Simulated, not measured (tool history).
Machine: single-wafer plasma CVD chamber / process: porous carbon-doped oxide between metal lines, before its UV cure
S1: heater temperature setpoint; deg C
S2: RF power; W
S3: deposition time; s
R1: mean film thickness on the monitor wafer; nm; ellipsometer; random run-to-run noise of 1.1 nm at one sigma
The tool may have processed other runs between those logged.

run 1 hour=0.0 | S1=315 S2=430 S3=53.7 | R1=223.25
run 2 hour=8.8 | S1=322 S2=430 S3=53.7 | R1=214.00
run 3 hour=13.6 | S1=322 S2=430 S3=53.7 | R1=216.89
run 4 hour=20.5 | S1=323 S2=425 S3=53.7 | R1=213.36
run 5 hour=25.5 | S1=323 S2=455 S3=53.7 | R1=225.85
run 6 hour=30.4 | S1=323 S2=455 S3=55.5 | R1=232.41
run 7 hour=38.9 | S1=324 S2=445 S3=55.4 | R1=227.30

Run 8 has not been measured yet. What should we expect?
run 8 hour=43.8 | S1=325 S2=440 S3=55.3 | R1=?

R1: 226.07 nm

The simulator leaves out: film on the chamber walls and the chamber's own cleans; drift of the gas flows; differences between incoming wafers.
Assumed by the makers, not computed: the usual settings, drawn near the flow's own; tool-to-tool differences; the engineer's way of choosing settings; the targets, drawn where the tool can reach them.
